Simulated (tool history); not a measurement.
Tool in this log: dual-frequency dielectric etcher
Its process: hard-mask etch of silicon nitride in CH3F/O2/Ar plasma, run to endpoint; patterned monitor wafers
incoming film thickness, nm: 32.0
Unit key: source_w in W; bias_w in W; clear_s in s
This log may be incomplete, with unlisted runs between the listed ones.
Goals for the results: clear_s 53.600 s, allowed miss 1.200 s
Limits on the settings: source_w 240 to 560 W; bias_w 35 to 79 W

Run 1, hour 0.0: source_w 400 W, bias_w 57 W. Result: clear_s 46.588 s.
Run 2, hour 2.5: source_w 440 W, bias_w 57 W. Result: clear_s 44.769 s.
Run 3, hour 9.1: source_w 410 W, bias_w 56 W. Result: clear_s 46.360 s.
Run 4, hour 16.9: source_w 380 W, bias_w 55 W. Result: clear_s 48.274 s.
Run 5, hour 21.1: source_w 380 W, bias_w 60 W. Result: clear_s 47.012 s.
Run 6, hour 29.7: source_w 350 W, bias_w 60 W. Result: clear_s 48.745 s.
At hour 30.5: source power generator calibrated.
Run 7, hour 30.5: source_w 340 W, bias_w 59 W. Result: clear_s 50.664 s.
Run 8, hour 35.7: source_w 330 W, bias_w 59 W. Result: clear_s 51.450 s.
Run 9, hour 37.8: source_w 320 W, bias_w 59 W. Result: clear_s 52.199 s.

Which of these 4 next moves meets every target?
Run A, hour 39.9: source_w 330 W, bias_w 64 W. Result: clear_s ?.
Run B, hour 39.9: source_w 320 W, bias_w 64 W. Result: clear_s ?.
Run C, hour 39.9: source_w 310 W, bias_w 69 W. Result: clear_s ?.
Run D, hour 39.9: source_w 330 W, bias_w 53 W. Result: clear_s ?.

move  clear_s
   A   50.164
   B   50.954
   C   50.419
   D   53.533
A: the biggest miss grows against the last run
B: the biggest miss grows against the last run
C: the biggest miss grows against the last run
D: all results in spec
So the answer is move D, the one that meets all the targets.
